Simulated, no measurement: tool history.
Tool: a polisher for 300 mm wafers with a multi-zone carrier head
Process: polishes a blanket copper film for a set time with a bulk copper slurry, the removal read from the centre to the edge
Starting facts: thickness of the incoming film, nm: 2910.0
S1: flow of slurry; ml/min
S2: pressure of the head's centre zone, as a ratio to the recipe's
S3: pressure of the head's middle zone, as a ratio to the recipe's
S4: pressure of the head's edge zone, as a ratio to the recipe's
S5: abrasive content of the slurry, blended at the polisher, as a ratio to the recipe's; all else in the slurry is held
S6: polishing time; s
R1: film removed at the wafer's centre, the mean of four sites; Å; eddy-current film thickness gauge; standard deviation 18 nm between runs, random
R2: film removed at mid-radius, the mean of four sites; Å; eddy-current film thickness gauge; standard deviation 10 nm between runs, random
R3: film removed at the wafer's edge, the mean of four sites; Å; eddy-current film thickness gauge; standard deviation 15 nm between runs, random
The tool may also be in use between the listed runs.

run,hour,S1,S2,S3,S4,S5,S6,R1,R2,R3
1,0.0,290,1.00,1.00,1.00,1.00,79,10453,10576.0,10235
2,7.4,290,1.00,0.96,1.00,1.00,79,10436,10052.0,10232
3,10.4,290,1.00,0.96,1.00,0.95,79,10281,10013.0,10314
4,13.2,290,1.00,0.98,1.02,1.00,80,10707,10464.0,10523
5,13.8,290,1.00,0.91,1.02,1.00,80,10694,9815.6,10557
6,16.3,290,1.03,0.91,1.02,1.00,80,10818,9896.9,10515
7,23.6,290,1.02,0.94,1.04,1.05,81,11191,10237.0,10833
8,26.8,295,1.01,0.97,1.05,1.10,82,10969,10681.0,11104
9,30.5,295,1.02,1.00,1.05,1.15,83,11432,11292.0,11358
10,33.4,295,1.03,1.02,1.06,1.20,83,11749,11447.0,11387
11,34.4,300,1.03,1.04,1.07,1.25,83,11762,11829.0,11771

Run 12, settings as shown, results not yet in. Your forecast:
12,42.9,305,1.03,1.06,1.07,1.25,83,?,?,?

{"run 12": {"R1": 11714, "R2": 12111.0, "R3": 11632}}
